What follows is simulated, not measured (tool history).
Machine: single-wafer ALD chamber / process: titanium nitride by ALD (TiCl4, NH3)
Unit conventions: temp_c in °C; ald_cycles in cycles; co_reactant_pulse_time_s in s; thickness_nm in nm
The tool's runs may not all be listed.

run    day  temp_c  ald_cycles  co_reactant_pulse_time_s  thickness_nm
  1  0.000     395          97                      2.15        1.9169
  2  0.371     389          97                      2.15        1.9000
  3  0.592     387          96                      2.07        1.8884
  4  0.762     384          95                      1.88        1.8545
  5  1.033     384          95                      2.28        1.8664
  6  1.154     384          95                      2.02        1.8531
  7  1.392     383          95                      1.97        1.8569
  8  1.696     373          92                      1.28        1.7237
  9  1.758     374          92                      1.28        1.7300
 10  1.850     375          92                      1.28        1.7382

Run 11, settings as shown, results not yet in. Your forecast:
 11  2.133     376          92                      1.28             ?

{"run 11": {"thickness_nm": 1.7382}}
